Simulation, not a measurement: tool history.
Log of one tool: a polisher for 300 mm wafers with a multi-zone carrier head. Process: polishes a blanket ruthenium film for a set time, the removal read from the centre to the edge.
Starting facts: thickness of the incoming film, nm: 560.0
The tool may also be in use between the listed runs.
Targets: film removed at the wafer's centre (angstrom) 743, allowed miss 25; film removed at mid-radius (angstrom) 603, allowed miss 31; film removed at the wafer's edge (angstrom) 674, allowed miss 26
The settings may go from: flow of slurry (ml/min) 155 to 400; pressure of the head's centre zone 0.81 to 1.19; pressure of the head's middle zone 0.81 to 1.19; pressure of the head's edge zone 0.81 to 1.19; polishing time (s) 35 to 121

run,hour,flow of slurry (ml/min),pressure of the head's centre zone,pressure of the head's middle zone,pressure of the head's edge zone,polishing time (s),film removed at the wafer's centre (angstrom),film removed at mid-radius (angstrom),film removed at the wafer's edge (angstrom)
1,0,255,1,1,1,78,1060.1,1104.5,1086.5
2,3,255,1.01,0.97,0.99,72,1009.9,987.79,989.65
3,7.4,255,1.01,0.97,0.99,58,798.8,812.1,798.05
4,10.9,255,0.97,0.97,0.99,58,781.5,811.78,801.77
5,14,295,0.97,0.97,0.99,58,782.16,812.28,797.02
6,20.4,295,0.98,0.94,0.99,56,778.74,765.72,779.63
7,27.9,265,1.02,0.84,0.89,47,677.33,594.04,630.72
8,31.5,265,1.03,0.84,0.9,47,686.05,572.3,629.86
9,34,265,1.04,0.85,0.91,47,680.19,596.42,630.28
10,34.9,265,1.05,0.84,0.92,48,704.26,597.77,635.43
11,39.3,265,1.05,0.83,0.93,49,710.3,624.59,667.7
12,42.5,265,1.05,0.83,0.93,49,704.73,608.49,648.04

Exactly one of the 5 candidate moves below puts every result within its allowed miss. Which one?
A,45.7,335,1.08,0.81,0.96,48,?,?,?
B,45.7,240,1.08,0.99,1.01,50,?,?,?
C,45.7,240,1.11,0.95,1.03,45,?,?,?
D,45.7,235,1.16,0.89,0.93,47,?,?,?
E,45.7,250,1.07,0.93,0.94,47,?,?,?

move,film removed at the wafer's centre (angstrom),film removed at mid-radius (angstrom),film removed at the wafer's edge (angstrom)
A,740.05,598.94,664.13
B,740.69,686.39,687.98
C,685.11,600.61,625.4
D,745.39,598.85,621.15
E,693.62,621.92,627.82
A: meets every target
B: the worst result of the last run now meets its target, but another is out of spec
C: lands further from the targets than the last run did
D: the worst result of the last run now meets its target, but another is out of spec
E: lands further from the targets than the last run did
Move A is the one to make.

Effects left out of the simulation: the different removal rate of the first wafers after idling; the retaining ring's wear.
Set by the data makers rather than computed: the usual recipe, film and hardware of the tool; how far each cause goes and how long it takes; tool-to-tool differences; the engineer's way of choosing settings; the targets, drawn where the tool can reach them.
